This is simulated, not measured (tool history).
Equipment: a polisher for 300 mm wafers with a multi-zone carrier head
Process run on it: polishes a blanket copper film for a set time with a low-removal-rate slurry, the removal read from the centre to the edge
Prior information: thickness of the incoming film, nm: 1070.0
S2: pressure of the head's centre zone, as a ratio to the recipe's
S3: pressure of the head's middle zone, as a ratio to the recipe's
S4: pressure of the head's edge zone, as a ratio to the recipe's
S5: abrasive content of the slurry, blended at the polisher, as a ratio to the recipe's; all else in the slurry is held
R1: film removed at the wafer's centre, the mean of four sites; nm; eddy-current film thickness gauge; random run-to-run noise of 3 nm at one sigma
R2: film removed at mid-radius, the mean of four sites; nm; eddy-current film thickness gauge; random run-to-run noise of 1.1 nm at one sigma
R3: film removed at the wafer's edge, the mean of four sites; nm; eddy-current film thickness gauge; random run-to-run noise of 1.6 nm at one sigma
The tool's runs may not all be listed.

run 1 hour=0.0 | flow_of_slurry_(ml/min)=180 S2=1.00 S3=1.00 S4=1.00 S5=1.00 polishing_time_(s)=56 | R1=118.50 R2=125.34 R3=125.84
run 2 hour=6.3 | flow_of_slurry_(ml/min)=205 S2=1.06 S3=0.97 S4=1.01 S5=1.15 polishing_time_(s)=59 | R1=140.79 R2=134.71 R3=137.94
run 3 hour=13.9 | flow_of_slurry_(ml/min)=205 S2=1.11 S3=0.97 S4=1.01 S5=1.15 polishing_time_(s)=59 | R1=147.19 R2=135.19 R3=141.07
run 4 hour=19.0 | flow_of_slurry_(ml/min)=205 S2=1.11 S3=0.97 S4=1.01 S5=1.00 polishing_time_(s)=59 | R1=144.98 R2=131.14 R3=134.21
run 5 hour=19.9 | flow_of_slurry_(ml/min)=205 S2=1.11 S3=0.97 S4=1.07 S5=1.00 polishing_time_(s)=59 | R1=144.84 R2=130.86 R3=138.96
run 6 hour=28.6 | flow_of_slurry_(ml/min)=205 S2=1.06 S3=0.97 S4=1.07 S5=1.00 polishing_time_(s)=59 | R1=136.67 R2=132.65 R3=139.08
run 7 hour=32.4 | flow_of_slurry_(ml/min)=255 S2=1.16 S3=0.92 S4=1.05 S5=1.25 polishing_time_(s)=68 | R1=186.57 R2=156.95 R3=169.11
run 8 hour=35.6 | flow_of_slurry_(ml/min)=260 S2=1.17 S3=0.90 S4=1.03 S5=1.30 polishing_time_(s)=69 | R1=191.04 R2=159.60 R3=174.67

Expected results for the next run?
run 9 hour=37.6 | flow_of_slurry_(ml/min)=285 S2=1.19 S3=0.86 S4=0.97 S5=1.10 polishing_time_(s)=74 | R1=? R2=? R3=?

Run 9 measured R1 203.52 nm, R2 158.78 nm, R3 176.21 nm.
